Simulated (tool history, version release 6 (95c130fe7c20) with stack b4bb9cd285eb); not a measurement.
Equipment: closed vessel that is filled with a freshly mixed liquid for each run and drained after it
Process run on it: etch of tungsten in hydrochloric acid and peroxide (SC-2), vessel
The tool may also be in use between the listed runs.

run	hour	temperature setpoint of the liquid (C)	parts of water to one part each of 37 % hydrochloric acid and 30 % peroxide (parts by volume)	time in the liquid (s)	thickness taken off the tungsten on a monitor wafer (Å)
1	0.0	50.0	6.5	95	220.50
2	1.3	50.0	6.5	100	235.38
3	7.8	50.0	6.5	95	223.68
4	10.6	47.5	6.5	95	188.73
5	13.6	47.5	6.5	95	187.64
6	18.3	45.5	6.5	95	163.34
7	24.1	44.0	6.5	95	149.94
8	26.7	42.5	6.5	95	132.18

Run 9 is up next; what results do you expect?
9	30.6	41.5	6.5	95	?

{"run 9": {"thickness taken off the tungsten on a monitor wafer (Å)": 125.24}}
